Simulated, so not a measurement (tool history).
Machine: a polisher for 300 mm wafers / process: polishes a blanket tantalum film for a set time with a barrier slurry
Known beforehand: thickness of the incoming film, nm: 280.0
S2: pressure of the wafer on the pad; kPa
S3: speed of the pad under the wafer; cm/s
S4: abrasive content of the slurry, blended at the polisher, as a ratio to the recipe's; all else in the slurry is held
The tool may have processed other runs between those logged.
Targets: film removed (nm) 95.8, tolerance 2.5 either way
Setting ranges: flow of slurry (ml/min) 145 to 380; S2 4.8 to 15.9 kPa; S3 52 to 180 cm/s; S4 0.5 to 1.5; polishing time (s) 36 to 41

run 1 hour=0 | flow_of_slurry_(ml/min)=245 S2=10.3 S3=116 S4=1 polishing_time_(s)=41 | film_removed_(nm)=68.55
run 2 hour=6.7 | flow_of_slurry_(ml/min)=245 S2=10.3 S3=116 S4=1.15 polishing_time_(s)=41 | film_removed_(nm)=71.836
run 3 hour=12.6 | flow_of_slurry_(ml/min)=220 S2=10.3 S3=116 S4=1.15 polishing_time_(s)=41 | film_removed_(nm)=72.203
run 4 hour=21 | flow_of_slurry_(ml/min)=220 S2=10.3 S3=116 S4=1.15 polishing_time_(s)=36 | film_removed_(nm)=62.333
run 5 hour=24.9 | flow_of_slurry_(ml/min)=220 S2=10.3 S3=116 S4=1.05 polishing_time_(s)=36 | film_removed_(nm)=60.378
run 6 hour=25.9 | flow_of_slurry_(ml/min)=265 S2=10.3 S3=116 S4=1.05 polishing_time_(s)=36 | film_removed_(nm)=61.867
run 7 hour=30.5 | flow_of_slurry_(ml/min)=265 S2=11.7 S3=116 S4=1.05 polishing_time_(s)=36 | film_removed_(nm)=68.508
run 8 hour=35.8 | flow_of_slurry_(ml/min)=265 S2=13.1 S3=118 S4=1.05 polishing_time_(s)=36 | film_removed_(nm)=78.449
run 9 hour=38.6 | flow_of_slurry_(ml/min)=265 S2=13.8 S3=118 S4=1.05 polishing_time_(s)=36 | film_removed_(nm)=82.337
run 10 hour=43.6 | flow_of_slurry_(ml/min)=265 S2=14.5 S3=118 S4=1.05 polishing_time_(s)=36 | film_removed_(nm)=86.189
run 11 hour=50 | flow_of_slurry_(ml/min)=265 S2=15.2 S3=118 S4=1.05 polishing_time_(s)=36 | film_removed_(nm)=89.261
run 12 hour=51.9 | flow_of_slurry_(ml/min)=270 S2=15.2 S3=118 S4=1.05 polishing_time_(s)=36 | film_removed_(nm)=90.394
run 13 hour=53.3 | flow_of_slurry_(ml/min)=270 S2=15.2 S3=118 S4=1.05 polishing_time_(s)=36 | film_removed_(nm)=90.875

Of the 5 settings listed for the next run, only one would bring every result within its allowed miss of target. Which one?
run A hour=54.7 | flow_of_slurry_(ml/min)=260 S2=14.5 S3=110 S4=1.05 polishing_time_(s)=37 | film_removed_(nm)=?
run B hour=54.7 | flow_of_slurry_(ml/min)=320 S2=14.5 S3=122 S4=1.2 polishing_time_(s)=38 | film_removed_(nm)=?
run C hour=54.7 | flow_of_slurry_(ml/min)=275 S2=15.9 S3=118 S4=1.05 polishing_time_(s)=40 | film_removed_(nm)=?
run D hour=54.7 | flow_of_slurry_(ml/min)=265 S2=15.9 S3=116 S4=1.05 polishing_time_(s)=39 | film_removed_(nm)=?
run E hour=54.7 | flow_of_slurry_(ml/min)=250 S2=15.2 S3=112 S4=1.05 polishing_time_(s)=41 | film_removed_(nm)=?

move=A film_removed_(nm)=83.081
move=B film_removed_(nm)=101.04
move=C film_removed_(nm)=105.43
move=D film_removed_(nm)=100.71
move=E film_removed_(nm)=97.466
A: the biggest miss grows against the last run
B: moves the result that the last run missed by most past its target, out the other side
C: moves the result that the last run missed by most past its target, out the other side
D: moves the result that the last run missed by most past its target, out the other side
E: every result lands within tolerance
The right move is E.

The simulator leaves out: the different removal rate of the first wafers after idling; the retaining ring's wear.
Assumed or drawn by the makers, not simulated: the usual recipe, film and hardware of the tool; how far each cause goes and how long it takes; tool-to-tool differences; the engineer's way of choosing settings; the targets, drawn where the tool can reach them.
